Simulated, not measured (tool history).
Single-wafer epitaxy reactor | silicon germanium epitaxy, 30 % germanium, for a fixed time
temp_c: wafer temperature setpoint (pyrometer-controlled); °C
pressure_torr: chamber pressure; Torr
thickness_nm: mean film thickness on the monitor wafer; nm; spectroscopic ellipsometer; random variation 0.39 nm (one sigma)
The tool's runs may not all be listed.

| run | hour | temp_c | pressure_torr | thickness_nm |
|---|---|---|---|---|
| 1 | 0 | 625 | 22.5 | 97.901 |
| 2 | 8.8 | 621 | 22.5 | 89.519 |
| 3 | 15.1 | 621 | 25.6 | 93.867 |
| 4 | 20.5 | 618 | 25.5 | 87.532 |
| 5 | 21.6 | 618 | 28.1 | 91.222 |
| 6 | 28 | 616 | 28 | 88.461 |
| 7 | 31 | 614 | 27.9 | 84.598 |
| 8 | 32 | 612 | 27.8 | 81.002 |
| 9 | 33.7 | 611 | 27.8 | 79.63 |
| 10 | 39.5 | 610 | 27.8 | 77.751 |
| 11 | 43 | 609 | 27.8 | 76.261 |
| 12 | 46.3 | 608 | 27.8 | 74.356 |

Run 13 comes next. What will it give?
| 13 | 48.1 | 602 | 27.6 | ? |

thickness_nm: 65.404 nm
